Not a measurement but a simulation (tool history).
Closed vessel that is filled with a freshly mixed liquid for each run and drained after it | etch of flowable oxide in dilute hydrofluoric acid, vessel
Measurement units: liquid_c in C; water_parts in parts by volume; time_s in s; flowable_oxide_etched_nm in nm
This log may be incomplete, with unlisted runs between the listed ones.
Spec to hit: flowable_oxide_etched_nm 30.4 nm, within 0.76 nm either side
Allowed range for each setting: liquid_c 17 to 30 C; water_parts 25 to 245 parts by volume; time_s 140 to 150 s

run,hour,liquid_c,water_parts,time_s,flowable_oxide_etched_nm
1,0,22,135,140,38.214
2,6.1,20.5,135,140,36.122
3,12.9,20.5,135,150,38.196
4,21,19.5,135,150,37.222
5,23.3,17,135,150,33.317
6,24.1,17,170,150,25.756
# hour 29.9: hydrofluoric acid flow meter replaced
7,29.9,18,170,150,23.464
8,38.6,20,170,150,25.763
9,47.1,20,170,150,25.666

Below are 4 possible settings for the next run. Only one of them brings all results inside the allowed miss of their targets. Which is it?
A,55.6,18,170,140,?
B,55.6,18.5,195,145,?
C,55.6,21.5,155,150,?
D,55.6,19.5,155,145,?

move,flowable_oxide_etched_nm
A,22.049
B,19.826
C,30.22
D,26.995
A: the biggest miss grows against the last run
B: the biggest miss grows against the last run
C: in spec on every target
D: closer than the last run, but not yet in spec
C is the move that brings every result within its allowed miss.
